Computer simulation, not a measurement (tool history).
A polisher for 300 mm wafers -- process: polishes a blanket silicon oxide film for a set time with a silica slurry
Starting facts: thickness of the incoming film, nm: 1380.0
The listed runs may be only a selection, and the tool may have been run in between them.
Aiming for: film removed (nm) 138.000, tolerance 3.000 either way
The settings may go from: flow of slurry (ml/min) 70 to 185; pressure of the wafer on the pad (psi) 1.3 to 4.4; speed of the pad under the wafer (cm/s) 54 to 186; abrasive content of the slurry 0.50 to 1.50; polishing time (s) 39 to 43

| run | hour | flow of slurry (ml/min) | pressure of the wafer on the pad (psi) | speed of the pad under the wafer (cm/s) | abrasive content of the slurry | polishing time (s) | film removed (nm) |
|---|---|---|---|---|---|---|---|
| 1 | 0.0 | 120 | 2.8 | 118 | 1.00 | 43 | 95.792 |
| 2 | 1.7 | 120 | 2.8 | 104 | 1.00 | 43 | 90.258 |
| 3 | 10.3 | 120 | 2.8 | 104 | 1.00 | 39 | 81.719 |
| 4 | 17.0 | 120 | 2.8 | 104 | 1.00 | 39 | 81.839 |
| 5 | 18.1 | 130 | 3.0 | 104 | 1.00 | 39 | 87.070 |
| 6 | 23.9 | 130 | 3.3 | 106 | 1.00 | 39 | 96.854 |
| 7 | 25.4 | 160 | 4.1 | 106 | 1.00 | 39 | 125.820 |
| 8 | 30.7 | 160 | 4.2 | 106 | 1.00 | 39 | 127.180 |
| 9 | 37.7 | 160 | 4.3 | 108 | 1.00 | 39 | 134.140 |

Exercise: of the 5 proposed moves below, exactly one satisfies all targets within the stated allowed misses. Which move is it?
| A | 44.7 | 155 | 4.1 | 108 | 1.00 | 41 | ? |
| B | 44.7 | 175 | 4.1 | 114 | 0.90 | 42 | ? |
| C | 44.7 | 155 | 4.4 | 114 | 0.90 | 41 | ? |
| D | 44.7 | 160 | 4.2 | 114 | 0.95 | 39 | ? |
| E | 44.7 | 165 | 3.8 | 134 | 0.85 | 43 | ? |

| move | film removed (nm) |
|---|---|
| A | 132.870 |
| B | 133.390 |
| C | 136.850 |
| D | 129.620 |
| E | 131.790 |
A: the biggest miss grows against the last run
B: the biggest miss grows against the last run
C: every result lands within tolerance
D: the biggest miss grows against the last run
E: the biggest miss grows against the last run
The right move is C.

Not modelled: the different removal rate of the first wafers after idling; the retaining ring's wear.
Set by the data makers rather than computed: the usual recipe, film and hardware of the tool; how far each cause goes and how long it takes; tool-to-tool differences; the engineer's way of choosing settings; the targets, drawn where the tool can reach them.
